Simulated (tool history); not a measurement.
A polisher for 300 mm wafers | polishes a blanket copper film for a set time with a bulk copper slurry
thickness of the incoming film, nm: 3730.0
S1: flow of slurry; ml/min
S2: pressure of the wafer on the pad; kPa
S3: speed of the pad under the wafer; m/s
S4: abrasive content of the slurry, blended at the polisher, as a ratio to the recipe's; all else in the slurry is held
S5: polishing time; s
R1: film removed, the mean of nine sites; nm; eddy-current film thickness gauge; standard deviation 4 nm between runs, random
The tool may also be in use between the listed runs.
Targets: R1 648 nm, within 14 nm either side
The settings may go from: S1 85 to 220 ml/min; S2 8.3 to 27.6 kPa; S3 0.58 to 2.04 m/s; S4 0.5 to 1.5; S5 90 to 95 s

{"run": 1, "day": 0.0, "S1": 140, "S2": 17.9, "S3": 1.3, "S4": 1, "S5": 90, "R1": 867.17}
{"run": 2, "day": 0.046, "S1": 135, "S2": 17.2, "S3": 1.3, "S4": 1, "S5": 90, "R1": 830.01}
{"run": 3, "day": 0.171, "S1": 130, "S2": 16.5, "S3": 1.3, "S4": 1, "S5": 90, "R1": 806.14}
{"run": 4, "day": 0.217, "S1": 130, "S2": 15.9, "S3": 1.3, "S4": 1, "S5": 90, "R1": 788.19}
{"day": 0.475, "done": "head pressure recalibrated"}
{"run": 5, "day": 0.475, "S1": 100, "S2": 15.9, "S3": 1.3, "S4": 1, "S5": 90, "R1": 704.37}
{"run": 6, "day": 0.817, "S1": 100, "S2": 15.9, "S3": 1.1, "S4": 1, "S5": 90, "R1": 596.7}
{"run": 7, "day": 1.025, "S1": 105, "S2": 15.9, "S3": 1.1, "S4": 1, "S5": 90, "R1": 603.97}
{"run": 8, "day": 1.288, "S1": 120, "S2": 15.9, "S3": 1.1, "S4": 1, "S5": 90, "R1": 634.73}

5 candidate next runs follow, results not yet known. Just one meets every target within its allowed miss. Identify it.
{"run": "A", "day": 1.55, "S1": 140, "S2": 15.9, "S3": 1.06, "S4": 0.95, "S5": 93, "R1": "?"}
{"run": "B", "day": 1.55, "S1": 115, "S2": 15.2, "S3": 1.08, "S4": 1.2, "S5": 92, "R1": "?"}
{"run": "C", "day": 1.55, "S1": 105, "S2": 15.9, "S3": 1.08, "S4": 0.9, "S5": 95, "R1": "?"}
{"run": "D", "day": 1.55, "S1": 140, "S2": 17.9, "S3": 0.92, "S4": 1.05, "S5": 92, "R1": "?"}
{"run": "E", "day": 1.55, "S1": 125, "S2": 14.5, "S3": 1.06, "S4": 1, "S5": 94, "R1": "?"}

move=A R1=645.3
move=B R1=626.84
move=C R1=620.84
move=D R1=620.11
move=E R1=602.1
A: all results land within tolerance of their targets
B: the biggest miss grows against the last run
C: the biggest miss grows against the last run
D: the biggest miss grows against the last run
E: the biggest miss grows against the last run
Move A is the one to make.

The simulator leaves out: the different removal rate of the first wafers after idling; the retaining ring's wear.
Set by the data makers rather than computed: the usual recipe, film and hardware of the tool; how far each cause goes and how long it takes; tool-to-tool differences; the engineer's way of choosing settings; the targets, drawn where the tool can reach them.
